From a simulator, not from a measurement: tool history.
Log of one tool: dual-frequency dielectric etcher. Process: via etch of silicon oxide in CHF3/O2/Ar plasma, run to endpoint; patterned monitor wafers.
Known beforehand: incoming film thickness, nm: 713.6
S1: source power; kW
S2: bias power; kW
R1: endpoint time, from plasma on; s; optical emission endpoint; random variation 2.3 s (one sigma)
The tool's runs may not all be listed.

run	hour	S1	S2	R1
1	0	0.54	0.167	362.98
2	7.6	0.55	0.168	359.29
3	10.3	0.46	0.168	382.75
4	17.9	0.48	0.17	377.9
5	25.9	0.52	0.17	366.2
6	28.9	0.62	0.17	341.04

Run 7 is up next; what results do you expect?
7	34.7	0.63	0.171	?

{"run 7": {"R1": 336.97}}
